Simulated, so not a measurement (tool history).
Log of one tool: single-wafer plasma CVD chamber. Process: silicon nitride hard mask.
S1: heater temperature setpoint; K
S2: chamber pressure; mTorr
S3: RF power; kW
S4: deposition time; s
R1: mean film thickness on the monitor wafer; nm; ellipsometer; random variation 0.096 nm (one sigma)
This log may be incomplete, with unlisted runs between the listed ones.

{"run": 1, "hour": 0.0, "S1": 668.15, "S2": 1170, "S3": 0.255, "S4": 36.2, "R1": 32.8}
{"run": 2, "hour": 5.7, "S1": 668.15, "S2": 1170, "S3": 0.255, "S4": 36.2, "R1": 32.88}
{"run": 3, "hour": 14.7, "S1": 668.15, "S2": 1170, "S3": 0.27, "S4": 36.2, "R1": 34.285}
{"run": 4, "hour": 20.7, "S1": 660.15, "S2": 1170, "S3": 0.27, "S4": 36.2, "R1": 34.244}
{"run": 5, "hour": 27.2, "S1": 660.15, "S2": 1230, "S3": 0.27, "S4": 36.2, "R1": 34.947}
{"run": 6, "hour": 35.1, "S1": 660.15, "S2": 1080, "S3": 0.27, "S4": 36.2, "R1": 33.381}

Expected results for the next run?
{"run": 7, "hour": 42.8, "S1": 660.15, "S2": 1160, "S3": 0.27, "S4": 36.2, "R1": "?"}

R1: 34.185 nm
